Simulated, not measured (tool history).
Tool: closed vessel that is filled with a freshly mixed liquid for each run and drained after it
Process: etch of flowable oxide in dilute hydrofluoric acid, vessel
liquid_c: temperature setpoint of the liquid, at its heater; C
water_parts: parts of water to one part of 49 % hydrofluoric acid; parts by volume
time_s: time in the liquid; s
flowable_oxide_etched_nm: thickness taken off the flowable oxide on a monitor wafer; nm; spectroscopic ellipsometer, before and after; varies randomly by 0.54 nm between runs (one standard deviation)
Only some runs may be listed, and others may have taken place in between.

{"run": 1, "hour": 0.0, "liquid_c": 23, "water_parts": 200, "time_s": 95, "flowable_oxide_etched_nm": 25.117}
{"run": 2, "hour": 4.9, "liquid_c": 23, "water_parts": 145, "time_s": 95, "flowable_oxide_etched_nm": 36.909}
{"run": 3, "hour": 7.3, "liquid_c": 26, "water_parts": 145, "time_s": 95, "flowable_oxide_etched_nm": 40.967}
{"run": 4, "hour": 15.1, "liquid_c": 26, "water_parts": 145, "time_s": 95, "flowable_oxide_etched_nm": 40.947}
{"run": 5, "hour": 21.5, "liquid_c": 27, "water_parts": 135, "time_s": 95, "flowable_oxide_etched_nm": 46.833}
{"run": 6, "hour": 28.0, "liquid_c": 30, "water_parts": 135, "time_s": 95, "flowable_oxide_etched_nm": 51.098}
{"hour": 33.4, "done": "hydrofluoric acid flow meter replaced"}
{"run": 7, "hour": 33.4, "liquid_c": 30, "water_parts": 125, "time_s": 95, "flowable_oxide_etched_nm": 61.074}

Forecast run 8:
{"run": 8, "hour": 35.6, "liquid_c": 30, "water_parts": 125, "time_s": 95, "flowable_oxide_etched_nm": "?"}

flowable_oxide_etched_nm: 61.077 nm
